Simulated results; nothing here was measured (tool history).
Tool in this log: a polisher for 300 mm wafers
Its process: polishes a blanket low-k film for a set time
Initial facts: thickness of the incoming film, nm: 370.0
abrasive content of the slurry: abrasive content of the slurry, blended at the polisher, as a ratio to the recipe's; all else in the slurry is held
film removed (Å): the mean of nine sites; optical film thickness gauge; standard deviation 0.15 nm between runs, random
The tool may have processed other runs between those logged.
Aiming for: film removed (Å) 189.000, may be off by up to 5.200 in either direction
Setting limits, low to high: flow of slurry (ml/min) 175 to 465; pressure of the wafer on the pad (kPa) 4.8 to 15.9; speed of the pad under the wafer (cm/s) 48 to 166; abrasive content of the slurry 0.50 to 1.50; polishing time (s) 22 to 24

| run | hour | flow of slurry (ml/min) | pressure of the wafer on the pad (kPa) | speed of the pad under the wafer (cm/s) | abrasive content of the slurry | polishing time (s) | film removed (Å) |
|---|---|---|---|---|---|---|---|
| 1 | 0.0 | 295 | 10.3 | 106 | 1.00 | 24 | 89.506 |
| 2 | 6.1 | 300 | 11.7 | 114 | 1.00 | 24 | 108.180 |
| 3 | 15.0 | 300 | 13.1 | 120 | 1.00 | 24 | 125.850 |
| 4 | 19.7 | 270 | 13.1 | 120 | 1.00 | 24 | 124.220 |
| 5 | 28.1 | 270 | 13.1 | 120 | 1.00 | 22 | 113.950 |
| 6 | 35.1 | 305 | 13.8 | 128 | 1.00 | 22 | 126.450 |
| 7 | 36.7 | 305 | 14.5 | 138 | 1.00 | 22 | 142.330 |
| 8 | 40.2 | 305 | 15.2 | 146 | 1.00 | 22 | 155.450 |
| 9 | 48.2 | 305 | 15.2 | 152 | 1.00 | 22 | 160.020 |
| 10 | 56.3 | 305 | 15.2 | 156 | 1.00 | 22 | 164.490 |
|  | 62.1 | slurry nozzle cleaned |
| 11 | 62.1 | 305 | 15.2 | 158 | 1.00 | 22 | 171.910 |
| 12 | 71.1 | 305 | 15.2 | 160 | 1.00 | 22 | 174.610 |

Which single option among these 5 for the next run brings every result within its allowed miss of target? Just one does.
| A | 80.1 | 270 | 15.9 | 158 | 0.80 | 22 | ? |
| B | 80.1 | 335 | 15.9 | 166 | 0.95 | 24 | ? |
| C | 80.1 | 330 | 14.5 | 162 | 0.90 | 22 | ? |
| D | 80.1 | 310 | 15.2 | 160 | 0.95 | 24 | ? |
| E | 80.1 | 305 | 15.9 | 166 | 0.90 | 24 | ? |

| move | film removed (Å) |
|---|---|
| A | 165.170 |
| B | 202.170 |
| C | 163.090 |
| D | 186.780 |
| E | 197.080 |
A: further off than the last run
B: pushes the last run's worst result past its target
C: further off than the last run
D: meets every target
E: pushes the last run's worst result past its target
Move D is the one to make.
